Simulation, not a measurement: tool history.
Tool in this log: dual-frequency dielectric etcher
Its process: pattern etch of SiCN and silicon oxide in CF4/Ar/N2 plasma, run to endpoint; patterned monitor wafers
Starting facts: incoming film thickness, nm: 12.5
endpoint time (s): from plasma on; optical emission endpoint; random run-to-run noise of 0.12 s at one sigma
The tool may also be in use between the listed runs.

run  hour  source power (W)  bias power (W)  Ar flow (sccm)  CF4 flow (sccm)  endpoint time (s)
  1     0               400              53             120               62             17.947
  2     2               390              53             120               62             18.437
  3   2.8               380              53             120               62             18.949
  4  11.5               380              47             120               62             19.737
  5  17.5               370              47             120               62             20.555
  6  18.4               370              47             120               54             20.978
  7  21.3               370              47             120               54             21.075

Run 8 comes next. What will it give?
  8  23.8               360              47             120               54                  ?

endpoint time (s): 21.645
